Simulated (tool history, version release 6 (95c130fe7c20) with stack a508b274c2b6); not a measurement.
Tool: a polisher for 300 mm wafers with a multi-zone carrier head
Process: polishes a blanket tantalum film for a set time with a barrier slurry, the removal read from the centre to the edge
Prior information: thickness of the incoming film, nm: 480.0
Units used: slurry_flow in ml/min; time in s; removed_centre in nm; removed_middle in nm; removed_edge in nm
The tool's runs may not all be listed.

run    day  slurry_flow  centre_zone  middle_zone  edge_zone  slurry_solids  time  removed_centre  removed_middle  removed_edge
  1  0.000          195         1.00         1.00       1.00           1.00    47          48.875          48.076        48.871
  2  0.071          195         1.00         1.00       1.06           1.00    47          49.077          47.358        51.581
  3  0.146          205         1.03         1.00       1.10           1.15    48          53.181          50.754        53.004
  4  0.242          195         1.03         0.95       1.12           1.20    52          58.224          52.469        59.344
  5  0.450          200         1.03         0.93       1.14           1.30    53          58.969          52.491        63.625
  6  0.583          200         1.03         0.93       1.14           1.30    43          49.030          42.717        50.045
  7  0.746          200         1.04         0.92       1.15           1.35    47          53.624          46.764        55.830
  8  0.938          205         1.05         0.92       1.16           1.40    49          57.117          49.543        58.305
  9  1.004          205         1.05         0.91       1.17           1.45    51          60.048          52.122        62.340
 10  1.188          215         1.05         0.90       1.18           1.45    52          60.763          51.669        62.888
 11  1.346          210         1.06         0.90       1.18           1.45    53          63.324          52.908        63.939

Run 12 comes next. What will it give?
 12  1.412          210         1.06         0.90       1.18           1.45    54               ?               ?             ?

removed_centre: 63.909 nm
removed_middle: 53.504 nm
removed_edge: 66.876 nm
